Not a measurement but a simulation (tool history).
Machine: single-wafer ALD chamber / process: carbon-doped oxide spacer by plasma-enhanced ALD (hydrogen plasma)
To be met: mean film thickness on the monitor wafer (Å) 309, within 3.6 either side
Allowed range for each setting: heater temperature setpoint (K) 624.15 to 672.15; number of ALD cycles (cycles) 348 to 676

run    day  heater temperature setpoint (K)  number of ALD cycles (cycles)  mean film thickness on the monitor wafer (Å)
  1      0                           648.15                            512                                         263.8
  2  0.279                           648.15                            525                                        270.13
  3  0.342                           648.15                            454                                        234.39
  4  0.725                           648.15                            477                                        245.46
  5  1.112                           648.15                            424                                        217.18
  6  1.346                           648.15                            482                                        247.85
  7  1.479                           648.15                            564                                        291.89
  8  1.838                           648.15                            569                                        293.19
  9  2.004                           648.15                            573                                        295.31
 10    2.1                           648.15                            577                                        297.55
 11  2.467                           648.15                            580                                        298.08
 12  2.875                           648.15                            583                                        299.73
 13  3.029                           648.15                            586                                        301.48
 14  3.183                           648.15                            588                                        301.82

5 candidate next runs follow, results not yet known. Just one meets every target within its allowed miss. Identify it.
  A  3.338                           648.15                            589                                             ?
  B  3.338                           660.15                            613                                             ?
  C  3.338                           656.15                            584                                             ?
  D  3.338                           654.15                            602                                             ?
  E  3.338                           643.15                            561                                             ?

move  mean film thickness on the monitor wafer (Å)
   A                                        303.68
   B                                        316.05
   C                                         301.1
   D                                        310.38
   E                                        289.24
A: an improvement on the last run, though not all results are within tolerance
B: moves the result that the last run missed by most past its target, out the other side
C: moves away from the targets compared with the last run
D: every result within its allowed miss
E: moves away from the targets compared with the last run
Correct choice: D, which meets every target
